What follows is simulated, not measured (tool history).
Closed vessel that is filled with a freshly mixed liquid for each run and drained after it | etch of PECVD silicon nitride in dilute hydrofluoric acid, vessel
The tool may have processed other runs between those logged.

| run | hour | temperature setpoint of the liquid (C) | parts of water to one part of 49 % hydrofluoric acid (parts by volume) | time in the liquid (s) | thickness taken off the PECVD silicon nitride on a monitor wafer (Å) |
|---|---|---|---|---|---|
| 1 | 0.0 | 25.0 | 55 | 65 | 23.876 |
| 2 | 4.8 | 27.5 | 55 | 65 | 28.188 |
| 3 | 6.8 | 27.5 | 75 | 65 | 21.035 |
| 4 | 15.0 | 29.5 | 65 | 65 | 27.212 |
| 5 | 22.4 | 29.5 | 65 | 65 | 27.457 |
| 6 | 28.4 | 29.5 | 65 | 65 | 27.552 |
| 7 | 33.5 | 30.5 | 60 | 65 | 31.571 |
| 8 | 40.3 | 31.5 | 55 | 65 | 36.819 |
| 9 | 46.0 | 32.0 | 55 | 65 | 38.339 |
| 10 | 50.9 | 32.5 | 55 | 65 | 39.624 |

Run 11 is up next; what results do you expect?
| 11 | 51.8 | 33.0 | 55 | 65 | ? |

{"run 11": {"thickness taken off the PECVD silicon nitride on a monitor wafer (Å)": 40.327}}

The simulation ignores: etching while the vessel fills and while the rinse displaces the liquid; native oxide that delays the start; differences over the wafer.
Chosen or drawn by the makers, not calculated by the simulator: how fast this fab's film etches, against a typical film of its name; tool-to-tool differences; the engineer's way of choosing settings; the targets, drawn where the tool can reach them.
